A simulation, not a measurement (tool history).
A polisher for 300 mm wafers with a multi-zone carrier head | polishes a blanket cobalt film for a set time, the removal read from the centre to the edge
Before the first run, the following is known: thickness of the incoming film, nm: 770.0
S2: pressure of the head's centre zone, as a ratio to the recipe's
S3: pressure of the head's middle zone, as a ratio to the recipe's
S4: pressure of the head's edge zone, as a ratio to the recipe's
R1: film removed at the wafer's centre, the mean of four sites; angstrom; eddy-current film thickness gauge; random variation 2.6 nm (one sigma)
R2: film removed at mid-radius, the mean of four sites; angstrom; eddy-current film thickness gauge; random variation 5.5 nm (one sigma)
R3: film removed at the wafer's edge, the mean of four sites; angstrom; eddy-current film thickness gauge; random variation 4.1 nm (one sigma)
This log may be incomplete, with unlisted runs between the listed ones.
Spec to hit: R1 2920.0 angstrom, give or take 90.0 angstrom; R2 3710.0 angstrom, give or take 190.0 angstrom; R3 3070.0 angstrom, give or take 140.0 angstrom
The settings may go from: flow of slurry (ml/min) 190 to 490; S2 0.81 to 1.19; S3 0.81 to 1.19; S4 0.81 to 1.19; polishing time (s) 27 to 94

Run 1, hour 0.0: flow of slurry (ml/min) 315, S2 1.00, S3 1.00, S4 1.00, polishing time (s) 60. Result: R1 2470.0 angstrom, R2 2460.0 angstrom, R3 2469.2 angstrom.
Run 2, hour 1.3: flow of slurry (ml/min) 240, S2 1.00, S3 1.00, S4 1.00, polishing time (s) 60. Result: R1 2424.7 angstrom, R2 2476.7 angstrom, R3 2436.5 angstrom.
Run 3, hour 7.3: flow of slurry (ml/min) 240, S2 1.00, S3 1.00, S4 1.00, polishing time (s) 46. Result: R1 1870.2 angstrom, R2 1899.3 angstrom, R3 1900.1 angstrom.
Run 4, hour 16.0: flow of slurry (ml/min) 240, S2 1.00, S3 1.00, S4 0.93, polishing time (s) 46. Result: R1 1844.5 angstrom, R2 1913.5 angstrom, R3 1841.2 angstrom.
Run 5, hour 24.1: flow of slurry (ml/min) 235, S2 0.99, S3 1.03, S4 0.93, polishing time (s) 52. Result: R1 2091.0 angstrom, R2 2207.2 angstrom, R3 2033.8 angstrom.
Run 6, hour 24.6: flow of slurry (ml/min) 235, S2 0.99, S3 1.03, S4 0.93, polishing time (s) 66. Result: R1 2604.2 angstrom, R2 2758.4 angstrom, R3 2627.9 angstrom.
Run 7, hour 30.6: flow of slurry (ml/min) 230, S2 0.98, S3 1.06, S4 0.93, polishing time (s) 68. Result: R1 2712.1 angstrom, R2 2883.7 angstrom, R3 2726.2 angstrom.
Run 8, hour 35.1: flow of slurry (ml/min) 225, S2 0.96, S3 1.09, S4 0.91, polishing time (s) 70. Result: R1 2710.5 angstrom, R2 3063.9 angstrom, R3 2843.2 angstrom.
Run 9, hour 43.6: flow of slurry (ml/min) 285, S2 0.96, S3 1.19, S4 0.82, polishing time (s) 75. Result: R1 3034.4 angstrom, R2 3587.2 angstrom, R3 2890.9 angstrom.
Run 10, hour 52.3: flow of slurry (ml/min) 280, S2 0.95, S3 1.19, S4 0.83, polishing time (s) 75. Result: R1 2955.3 angstrom, R2 3582.8 angstrom, R3 2824.9 angstrom.

Consider the 4 candidate settings below. Which is the only one whose results all fall within their allowed miss of target?
Run A, hour 61.0: flow of slurry (ml/min) 375, S2 1.12, S3 1.19, S4 0.81, polishing time (s) 66. Result: R1 ?, R2 ?, R3 ?.
Run B, hour 61.0: flow of slurry (ml/min) 330, S2 1.02, S3 1.19, S4 0.81, polishing time (s) 69. Result: R1 ?, R2 ?, R3 ?.
Run C, hour 61.0: flow of slurry (ml/min) 270, S2 0.93, S3 1.19, S4 0.84, polishing time (s) 81. Result: R1 ?, R2 ?, R3 ?.
Run D, hour 61.0: flow of slurry (ml/min) 285, S2 0.89, S3 1.16, S4 0.85, polishing time (s) 78. Result: R1 ?, R2 ?, R3 ?.

move      R1      R2      R3
   A  3054.6  3254.6  2644.8
   B  2921.4  3371.2  2744.5
   C  3117.8  3891.2  3218.3
   D  2911.9  3683.9  3124.4
A: the biggest miss grows against the last run
B: the biggest miss grows against the last run
C: the result that was furthest off in the last run now lies on the other side of its target
D: hits every target within its allowed miss
Answer: D
